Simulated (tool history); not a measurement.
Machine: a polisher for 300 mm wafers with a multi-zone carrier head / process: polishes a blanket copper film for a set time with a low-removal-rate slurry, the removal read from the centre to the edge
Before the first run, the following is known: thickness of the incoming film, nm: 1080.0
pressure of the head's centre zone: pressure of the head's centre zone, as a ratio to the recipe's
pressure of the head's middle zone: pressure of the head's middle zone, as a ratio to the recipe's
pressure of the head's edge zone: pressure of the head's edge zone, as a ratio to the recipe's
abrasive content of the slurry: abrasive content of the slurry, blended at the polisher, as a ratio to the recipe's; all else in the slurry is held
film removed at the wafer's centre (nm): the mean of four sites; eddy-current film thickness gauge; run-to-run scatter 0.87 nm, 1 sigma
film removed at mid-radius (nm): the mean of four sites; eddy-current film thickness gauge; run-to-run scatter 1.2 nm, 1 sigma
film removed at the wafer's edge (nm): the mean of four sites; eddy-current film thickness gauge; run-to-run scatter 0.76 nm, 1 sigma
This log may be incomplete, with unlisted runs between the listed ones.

run,hour,flow of slurry (ml/min),pressure of the head's centre zone,pressure of the head's middle zone,pressure of the head's edge zone,abrasive content of the slurry,polishing time (s),film removed at the wafer's centre (nm),film removed at mid-radius (nm),film removed at the wafer's edge (nm)
1,0.0,160,1.00,1.00,1.00,1.00,87,148.87,149.96,146.65
2,5.9,160,1.00,1.00,1.00,1.00,74,126.84,123.71,123.46
3,14.8,160,1.00,1.00,1.06,1.00,74,127.47,124.99,126.50
4,22.9,200,1.00,1.00,1.06,1.00,74,132.36,129.93,129.67
5,30.5,200,1.00,0.97,1.06,1.00,74,130.06,126.73,129.81
6,35.5,200,1.00,0.97,1.00,1.00,74,130.28,128.75,126.63
7,42.9,195,1.00,0.97,0.98,0.95,74,130.86,125.62,124.38
8,49.9,190,0.99,0.98,0.96,0.95,74,128.32,126.59,121.52
9,55.4,190,0.99,0.98,0.96,0.95,74,126.64,126.09,122.81
10,62.3,185,0.99,0.99,0.94,0.95,74,128.44,125.26,122.11
11,71.2,140,0.92,1.09,0.84,0.70,73,107.28,123.61,105.35
12,77.5,145,0.93,1.08,0.84,0.70,73,107.51,123.82,104.57
13,79.4,150,0.94,1.07,0.84,0.70,73,109.86,123.10,106.56

Predict the results of run 14:
14,79.9,150,0.95,1.07,0.84,0.70,73,?,?,?

Run 14 came out at film removed at the wafer's centre (nm) 112.26, film removed at mid-radius (nm) 124.26, film removed at the wafer's edge (nm) 105.57.
